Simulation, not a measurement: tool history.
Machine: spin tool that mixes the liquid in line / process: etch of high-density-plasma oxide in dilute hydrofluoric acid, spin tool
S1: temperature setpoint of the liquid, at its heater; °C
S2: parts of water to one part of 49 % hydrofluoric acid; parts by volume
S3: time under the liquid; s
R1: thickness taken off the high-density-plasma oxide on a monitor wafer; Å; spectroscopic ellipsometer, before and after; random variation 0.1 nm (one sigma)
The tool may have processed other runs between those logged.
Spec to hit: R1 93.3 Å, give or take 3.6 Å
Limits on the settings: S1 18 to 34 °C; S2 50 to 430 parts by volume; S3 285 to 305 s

run 1 hour=0 | S1=26 S2=240 S3=285 | R1=54.576
run 2 hour=1.2 | S1=26.5 S2=235 S3=285 | R1=57.595
run 3 hour=7.7 | S1=27 S2=230 S3=285 | R1=59.633
run 4 hour=13.7 | S1=30 S2=230 S3=285 | R1=65.494
run 5 hour=16.4 | S1=30.5 S2=225 S3=285 | R1=70.071
run 6 hour=23.9 | S1=30.5 S2=225 S3=305 | R1=74.515
run 7 hour=27 | S1=31 S2=220 S3=305 | R1=78.032
run 8 hour=31.6 | S1=32.5 S2=205 S3=305 | R1=89.557

Pick the move, out of 5, that brings all results within their allowed miss; only one does.
run A hour=36.2 | S1=32 S2=210 S3=305 | R1=?
run B hour=36.2 | S1=31 S2=180 S3=285 | R1=?
run C hour=36.2 | S1=31.5 S2=205 S3=285 | R1=?
run D hour=36.2 | S1=34 S2=225 S3=300 | R1=?
run E hour=36.2 | S1=32 S2=205 S3=295 | R1=?

move=A R1=85.017
move=B R1=93.067
move=C R1=80.527
move=D R1=81.78
move=E R1=84.771
A: misses by more than the last run did
B: each result inside its tolerance
C: misses by more than the last run did
D: misses by more than the last run did
E: misses by more than the last run did
B is the move that brings every result within its allowed miss.

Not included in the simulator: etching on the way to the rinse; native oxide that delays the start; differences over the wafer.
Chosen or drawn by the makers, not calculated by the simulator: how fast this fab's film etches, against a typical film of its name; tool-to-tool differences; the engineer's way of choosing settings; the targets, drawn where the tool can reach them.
